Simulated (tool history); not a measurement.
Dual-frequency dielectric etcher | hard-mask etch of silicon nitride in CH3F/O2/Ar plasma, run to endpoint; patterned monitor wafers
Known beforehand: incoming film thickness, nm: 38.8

{"run": 1, "day": 0.0, "source power (W)": 470, "bias power (W)": 52, "endpoint time (s)": 54.757}
{"run": 2, "day": 0.354, "source power (W)": 540, "bias power (W)": 52, "endpoint time (s)": 52.421}
{"run": 3, "day": 0.638, "source power (W)": 500, "bias power (W)": 52, "endpoint time (s)": 53.036}
{"run": 4, "day": 0.683, "source power (W)": 470, "bias power (W)": 50, "endpoint time (s)": 55.208}
{"run": 5, "day": 0.767, "source power (W)": 440, "bias power (W)": 48, "endpoint time (s)": 57.401}
{"run": 6, "day": 1.046, "source power (W)": 440, "bias power (W)": 53, "endpoint time (s)": 54.882}
{"run": 7, "day": 1.308, "source power (W)": 420, "bias power (W)": 51, "endpoint time (s)": 57.524}
{"run": 8, "day": 1.358, "source power (W)": 400, "bias power (W)": 50, "endpoint time (s)": 57.184}
{"run": 9, "day": 1.429, "source power (W)": 380, "bias power (W)": 48, "endpoint time (s)": 59.636}
{"run": 10, "day": 1.8, "source power (W)": 380, "bias power (W)": 48, "endpoint time (s)": 59.278}
{"run": 11, "day": 2.012, "source power (W)": 370, "bias power (W)": 47, "endpoint time (s)": 60.5}
{"run": 12, "day": 2.238, "source power (W)": 360, "bias power (W)": 46, "endpoint time (s)": 61.518}

What does the tool deliver on the next run?
{"run": 13, "day": 2.408, "source power (W)": 350, "bias power (W)": 46, "endpoint time (s)": "?"}

endpoint time (s): 61.434

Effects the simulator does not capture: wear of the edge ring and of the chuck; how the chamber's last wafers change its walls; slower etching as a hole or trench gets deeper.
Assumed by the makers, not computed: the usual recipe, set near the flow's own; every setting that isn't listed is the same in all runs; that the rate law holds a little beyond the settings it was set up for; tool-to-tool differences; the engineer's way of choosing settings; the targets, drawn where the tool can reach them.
